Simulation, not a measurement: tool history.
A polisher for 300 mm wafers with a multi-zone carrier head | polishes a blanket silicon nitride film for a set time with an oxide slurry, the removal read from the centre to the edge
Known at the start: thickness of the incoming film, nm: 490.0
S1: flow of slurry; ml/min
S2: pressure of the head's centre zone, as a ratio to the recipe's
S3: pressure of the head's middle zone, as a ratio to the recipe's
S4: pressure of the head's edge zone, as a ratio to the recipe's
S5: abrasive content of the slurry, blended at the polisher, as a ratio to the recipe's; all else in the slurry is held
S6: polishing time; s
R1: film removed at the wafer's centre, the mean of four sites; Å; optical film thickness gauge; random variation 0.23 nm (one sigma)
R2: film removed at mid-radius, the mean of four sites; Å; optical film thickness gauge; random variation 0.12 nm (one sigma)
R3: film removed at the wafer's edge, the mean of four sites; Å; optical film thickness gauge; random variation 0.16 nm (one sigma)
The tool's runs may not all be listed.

run 1 hour=0 | S1=285 S2=1 S3=1 S4=1 S5=1 S6=54 | R1=294.03 R2=286.74 R3=284.03
run 2 hour=1.7 | S1=280 S2=0.98 S3=0.99 S4=0.98 S5=0.95 S6=54 | R1=279.86 R2=281.27 R3=276.94
run 3 hour=2.8 | S1=325 S2=0.98 S3=0.99 S4=0.98 S5=0.95 S6=54 | R1=285.33 R2=283.15 R3=280.3
run 4 hour=3.7 | S1=315 S2=0.97 S3=0.98 S4=0.96 S5=0.9 S6=53 | R1=274.13 R2=267.48 R3=260.13
run 5 hour=5.6 | S1=305 S2=0.95 S3=0.97 S4=0.96 S5=0.85 S6=53 | R1=254.69 R2=257.95 R3=256.53
run 6 hour=8.5 | S1=305 S2=0.95 S3=0.97 S4=0.96 S5=0.85 S6=40 | R1=193.75 R2=193.6 R3=194.84
run 7 hour=16.5 | S1=305 S2=0.94 S3=0.98 S4=0.96 S5=0.85 S6=40 | R1=189.24 R2=194.6 R3=189.55
run 8 hour=19.7 | S1=305 S2=0.94 S3=0.98 S4=0.96 S5=0.85 S6=40 | R1=189.09 R2=196.35 R3=191
run 9 hour=26.7 | S1=305 S2=0.94 S3=0.98 S4=0.97 S5=0.85 S6=40 | R1=189.16 R2=193.98 R3=191.77

Forecast run 10:
run 10 hour=34.1 | S1=305 S2=0.94 S3=0.98 S4=0.98 S5=0.85 S6=40 | R1=? R2=? R3=?

R1: 182.9 Å
R2: 195.49 Å
R3: 193.03 Å
